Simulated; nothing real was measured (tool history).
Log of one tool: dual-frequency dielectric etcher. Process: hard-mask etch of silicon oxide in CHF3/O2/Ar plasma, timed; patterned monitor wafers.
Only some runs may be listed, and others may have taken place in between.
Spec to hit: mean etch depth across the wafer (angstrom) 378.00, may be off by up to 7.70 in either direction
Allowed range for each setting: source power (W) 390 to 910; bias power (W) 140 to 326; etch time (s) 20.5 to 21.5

run	hour	source power (W)	bias power (W)	etch time (s)	mean etch depth across the wafer (angstrom)
1	0.0	650	233	20.5	440.10
2	5.7	740	233	20.5	461.74
3	6.7	740	275	20.5	487.67
4	9.7	650	256	20.5	453.89
5	17.7	650	283	20.5	463.21
6	26.4	550	283	20.5	443.85
7	29.9	500	264	20.5	415.69
8	32.8	470	257	20.5	403.97
9	37.6	450	253	20.5	397.44
10	41.5	430	250	20.5	386.29

Pick the move, out of 5, that brings all results within their allowed miss; only one does.
A	45.4	390	240	21.0	?
B	45.4	400	276	21.0	?
C	45.4	460	235	20.5	?
D	45.4	420	254	21.0	?
E	45.4	420	193	20.5	?

move	mean etch depth across the wafer (angstrom)
A	378.86
B	397.80
C	390.10
D	395.24
E	358.37
A: every result lands within tolerance
B: its largest miss is bigger than the last run's
C: its largest miss is bigger than the last run's
D: its largest miss is bigger than the last run's
E: takes the biggest miss from the last run beyond its target
A meets every target.

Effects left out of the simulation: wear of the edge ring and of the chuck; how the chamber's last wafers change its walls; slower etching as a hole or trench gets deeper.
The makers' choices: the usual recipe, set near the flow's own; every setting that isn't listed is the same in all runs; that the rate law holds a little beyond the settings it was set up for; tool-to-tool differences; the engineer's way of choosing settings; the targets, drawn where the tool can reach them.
